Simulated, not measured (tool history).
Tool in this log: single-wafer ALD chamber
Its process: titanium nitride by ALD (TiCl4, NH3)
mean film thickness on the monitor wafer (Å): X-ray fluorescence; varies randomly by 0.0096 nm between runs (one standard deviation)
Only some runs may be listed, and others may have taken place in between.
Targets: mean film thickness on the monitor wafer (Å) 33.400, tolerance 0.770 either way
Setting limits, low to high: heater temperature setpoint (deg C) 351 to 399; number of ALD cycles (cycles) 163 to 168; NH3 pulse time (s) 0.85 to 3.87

run	hour	heater temperature setpoint (deg C)	number of ALD cycles (cycles)	NH3 pulse time (s)	mean film thickness on the monitor wafer (Å)
1	0.0	375	163	2.36	37.485
2	5.5	368	163	1.92	36.423
3	8.9	363	163	1.61	35.210
4	17.8	372	163	1.61	36.074
5	24.3	380	163	1.61	36.736
6	25.1	372	163	1.39	35.713
7	33.6	360	163	0.85	29.982
8	36.0	364	164	0.85	31.043

Pick the move, out of 4, that brings all results within their allowed miss; only one does.
A	38.4	367	167	0.97	?
B	38.4	351	166	0.85	?
C	38.4	364	166	0.89	?
D	38.4	359	168	1.76	?

move	mean film thickness on the monitor wafer (Å)
A	33.632
B	28.975
C	32.115
D	36.651
A: in spec on every target
B: moves away from the targets compared with the last run
C: nearer the targets than the last run, but a result is still out of spec
D: pushes the last run's worst result past its target
So the answer is move A, the one that meets all the targets.
